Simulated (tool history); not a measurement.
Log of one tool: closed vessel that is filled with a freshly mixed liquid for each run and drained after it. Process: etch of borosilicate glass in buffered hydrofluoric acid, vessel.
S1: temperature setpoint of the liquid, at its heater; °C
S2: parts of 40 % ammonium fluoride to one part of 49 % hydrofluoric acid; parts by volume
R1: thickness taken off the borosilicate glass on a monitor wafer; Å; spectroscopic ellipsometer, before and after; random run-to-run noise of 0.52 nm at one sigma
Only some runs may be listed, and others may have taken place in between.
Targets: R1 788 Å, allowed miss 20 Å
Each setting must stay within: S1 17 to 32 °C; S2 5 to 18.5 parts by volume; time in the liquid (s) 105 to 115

Run 1, hour 0: S1 24 °C, S2 11.5 parts by volume, time in the liquid (s) 105. Result: R1 1144.9 Å.
Run 2, hour 1.8: S1 24 °C, S2 11.5 parts by volume, time in the liquid (s) 115. Result: R1 1272.4 Å.
Run 3, hour 7.6: S1 22.5 °C, S2 12 parts by volume, time in the liquid (s) 115. Result: R1 1117.4 Å.
Run 4, hour 8.2: S1 25 °C, S2 12 parts by volume, time in the liquid (s) 115. Result: R1 1284.9 Å.
Run 5, hour 13.5: S1 25 °C, S2 12 parts by volume, time in the liquid (s) 105. Result: R1 1178.4 Å.
Run 6, hour 18.3: S1 23.5 °C, S2 12 parts by volume, time in the liquid (s) 105. Result: R1 1077.5 Å.
Run 7, hour 23.2: S1 22.5 °C, S2 12 parts by volume, time in the liquid (s) 105. Result: R1 1024.3 Å.
Run 8, hour 26.7: S1 22.5 °C, S2 12 parts by volume, time in the liquid (s) 105. Result: R1 1022.7 Å.
Run 9, hour 30.4: S1 21.5 °C, S2 12 parts by volume, time in the liquid (s) 105. Result: R1 971.95 Å.
Run 10, hour 32.7: S1 20.5 °C, S2 12 parts by volume, time in the liquid (s) 105. Result: R1 922.23 Å.
Run 11, hour 36.4: S1 17 °C, S2 12 parts by volume, time in the liquid (s) 105. Result: R1 759.34 Å.

Below are 4 possible settings for the next run. Only one of them brings all results inside the allowed miss of their targets. Which is it?
Run A, hour 40.1: S1 17.5 °C, S2 13.5 parts by volume, time in the liquid (s) 110. Result: R1 ?.
Run B, hour 40.1: S1 18.5 °C, S2 13.5 parts by volume, time in the liquid (s) 105. Result: R1 ?.
Run C, hour 40.1: S1 19 °C, S2 14.5 parts by volume, time in the liquid (s) 110. Result: R1 ?.
Run D, hour 40.1: S1 19 °C, S2 13.5 parts by volume, time in the liquid (s) 110. Result: R1 ?.

move      R1
   A  721.94
   B   728.5
   C  730.91
   D  784.59
A: lands further from the targets than the last run did
B: lands further from the targets than the last run did
C: lands further from the targets than the last run did
D: in spec on every target
Answer: D
